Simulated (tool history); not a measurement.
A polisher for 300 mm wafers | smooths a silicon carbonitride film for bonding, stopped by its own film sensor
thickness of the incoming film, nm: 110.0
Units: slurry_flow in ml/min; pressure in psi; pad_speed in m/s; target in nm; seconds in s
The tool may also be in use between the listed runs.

run	hour	slurry_flow	pressure	pad_speed	slurry_solids	target	seconds
1	0.0	280	2.3	0.90	1.00	98	45.586
2	2.0	280	2.4	0.90	1.00	98	43.126
3	9.9	280	2.1	0.90	1.00	98	47.755
4	16.7	280	2.2	0.92	1.00	98	46.310
5	22.9	280	2.2	1.14	1.00	98	39.512
6	25.8	280	2.2	1.14	0.95	98	39.737
7	29.1	280	2.3	1.14	0.95	98	39.459
8	32.3	280	2.4	1.14	0.95	98	37.498

Forecast run 9:
9	36.5	280	2.6	1.16	0.95	98	?

{"run 9": {"seconds": 35.26}}

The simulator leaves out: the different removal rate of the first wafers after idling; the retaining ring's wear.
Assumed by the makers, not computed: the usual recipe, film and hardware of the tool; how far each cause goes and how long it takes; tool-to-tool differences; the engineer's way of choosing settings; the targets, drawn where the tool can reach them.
